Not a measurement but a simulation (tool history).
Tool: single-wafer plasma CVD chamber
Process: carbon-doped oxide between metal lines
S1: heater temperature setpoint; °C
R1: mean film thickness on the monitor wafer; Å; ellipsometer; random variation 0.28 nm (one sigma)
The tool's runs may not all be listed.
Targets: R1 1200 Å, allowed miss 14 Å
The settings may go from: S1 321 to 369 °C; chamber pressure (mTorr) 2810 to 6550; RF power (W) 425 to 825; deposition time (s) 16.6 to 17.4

run 1 day=0 | S1=345 chamber_pressure_(mTorr)=4680 RF_power_(W)=625 deposition_time_(s)=17.4 | R1=1047.1
run 2 day=0.217 | S1=342 chamber_pressure_(mTorr)=4930 RF_power_(W)=630 deposition_time_(s)=17.4 | R1=1069.8
run 3 day=0.338 | S1=342 chamber_pressure_(mTorr)=4930 RF_power_(W)=630 deposition_time_(s)=17.4 | R1=1073.8
run 4 day=0.438 | S1=339 chamber_pressure_(mTorr)=5110 RF_power_(W)=630 deposition_time_(s)=17.4 | R1=1087.3
run 5 day=0.521 | S1=339 chamber_pressure_(mTorr)=5110 RF_power_(W)=685 deposition_time_(s)=17.4 | R1=1120.9
run 6 day=0.692 | S1=339 chamber_pressure_(mTorr)=5640 RF_power_(W)=685 deposition_time_(s)=17.4 | R1=1137.5
run 7 day=0.779 | S1=337 chamber_pressure_(mTorr)=5700 RF_power_(W)=685 deposition_time_(s)=17.4 | R1=1142.8
run 8 day=0.983 | S1=335 chamber_pressure_(mTorr)=5770 RF_power_(W)=685 deposition_time_(s)=17.4 | R1=1155.3
run 9 day=1.133 | S1=334 chamber_pressure_(mTorr)=5810 RF_power_(W)=685 deposition_time_(s)=17.4 | R1=1153.2
run 10 day=1.383 | S1=333 chamber_pressure_(mTorr)=5890 RF_power_(W)=690 deposition_time_(s)=17.4 | R1=1167.8
run 11 day=1.496 | S1=332 chamber_pressure_(mTorr)=5920 RF_power_(W)=690 deposition_time_(s)=17.4 | R1=1171.3
run 12 day=1.767 | S1=331 chamber_pressure_(mTorr)=5950 RF_power_(W)=690 deposition_time_(s)=17.4 | R1=1174.5
run 13 day=1.842 | S1=330 chamber_pressure_(mTorr)=5980 RF_power_(W)=690 deposition_time_(s)=17.4 | R1=1177.8
-- day=2.062 thermocouple changed; heater temperature recalibrated
run 14 day=2.062 | S1=329 chamber_pressure_(mTorr)=6010 RF_power_(W)=690 deposition_time_(s)=17.4 | R1=1169.8
run 15 day=2.308 | S1=329 chamber_pressure_(mTorr)=6080 RF_power_(W)=695 deposition_time_(s)=17.4 | R1=1176.6
run 16 day=2.521 | S1=329 chamber_pressure_(mTorr)=6140 RF_power_(W)=695 deposition_time_(s)=17.4 | R1=1176
run 17 day=2.658 | S1=329 chamber_pressure_(mTorr)=6170 RF_power_(W)=695 deposition_time_(s)=17.4 | R1=1174.3
run 18 day=2.929 | S1=328 chamber_pressure_(mTorr)=6180 RF_power_(W)=700 deposition_time_(s)=17.4 | R1=1189.8
run 19 day=3.133 | S1=328 chamber_pressure_(mTorr)=6200 RF_power_(W)=700 deposition_time_(s)=17.4 | R1=1187.7

4 next moves are on the table. One of them brings every result within its allowed miss. Which?
run A day=3.338 | S1=331 chamber_pressure_(mTorr)=5840 RF_power_(W)=700 deposition_time_(s)=17.2 | R1=?
run B day=3.338 | S1=332 chamber_pressure_(mTorr)=5400 RF_power_(W)=760 deposition_time_(s)=17 | R1=?
run C day=3.338 | S1=321 chamber_pressure_(mTorr)=5600 RF_power_(W)=760 deposition_time_(s)=16.8 | R1=?
run D day=3.338 | S1=326 chamber_pressure_(mTorr)=5610 RF_power_(W)=685 deposition_time_(s)=17.4 | R1=?

move=A R1=1149.9
move=B R1=1160.3
move=C R1=1192.1
move=D R1=1165.1
A: further off than the last run
B: further off than the last run
C: meets every target
D: further off than the last run
The right move is C.
